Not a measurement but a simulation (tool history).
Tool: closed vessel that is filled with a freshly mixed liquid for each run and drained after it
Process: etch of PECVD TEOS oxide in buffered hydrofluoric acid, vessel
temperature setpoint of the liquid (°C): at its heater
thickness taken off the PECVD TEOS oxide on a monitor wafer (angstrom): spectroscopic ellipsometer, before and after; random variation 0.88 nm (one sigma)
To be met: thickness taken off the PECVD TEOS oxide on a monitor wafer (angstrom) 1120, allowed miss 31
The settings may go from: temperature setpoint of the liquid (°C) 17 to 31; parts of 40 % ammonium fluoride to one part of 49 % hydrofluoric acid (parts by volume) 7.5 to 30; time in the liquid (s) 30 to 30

| run | hour | temperature setpoint of the liquid (°C) | parts of 40 % ammonium fluoride to one part of 49 % hydrofluoric acid (parts by volume) | time in the liquid (s) | thickness taken off the PECVD TEOS oxide on a monitor wafer (angstrom) |
|---|---|---|---|---|---|
| 1 | 0 | 23 | 22 | 30 | 406.48 |
| 2 | 7.7 | 20.5 | 22 | 30 | 354.3 |
| 3 | 14.2 | 24 | 17.5 | 30 | 530.56 |
| 4 | 22.9 | 26 | 15 | 30 | 668.58 |
| 5 | 31.7 | 26 | 15 | 30 | 675.01 |
| 6 | 35.4 | 26 | 15 | 30 | 672.7 |
| 7 | 44.1 | 27.5 | 13.5 | 30 | 809.41 |
| 8 | 47.8 | 28.5 | 13 | 30 | 879.5 |
| 9 | 53 | 29.5 | 12.5 | 30 | 981.04 |
| 10 | 59.1 | 30 | 12.5 | 30 | 1009.3 |
| 11 | 67.4 | 30.5 | 12.5 | 30 | 1008.5 |
| 12 | 72.6 | 30.5 | 12 | 30 | 1071.5 |

Which of these 5 next moves meets every target?
| A | 77.8 | 28 | 10 | 30 | ? |
| B | 77.8 | 27.5 | 10.5 | 30 | ? |
| C | 77.8 | 29 | 11 | 30 | ? |
| D | 77.8 | 29 | 11.5 | 30 | ? |
| E | 77.8 | 29.5 | 11.5 | 30 | ? |

| move | thickness taken off the PECVD TEOS oxide on a monitor wafer (angstrom) |
|---|---|
| A | 1115.6 |
| B | 1036 |
| C | 1072.1 |
| D | 1026.7 |
| E | 1054.1 |
A: meets every target
B: further off than the last run
C: as far off as the last run
D: further off than the last run
E: further off than the last run
The right move is A.

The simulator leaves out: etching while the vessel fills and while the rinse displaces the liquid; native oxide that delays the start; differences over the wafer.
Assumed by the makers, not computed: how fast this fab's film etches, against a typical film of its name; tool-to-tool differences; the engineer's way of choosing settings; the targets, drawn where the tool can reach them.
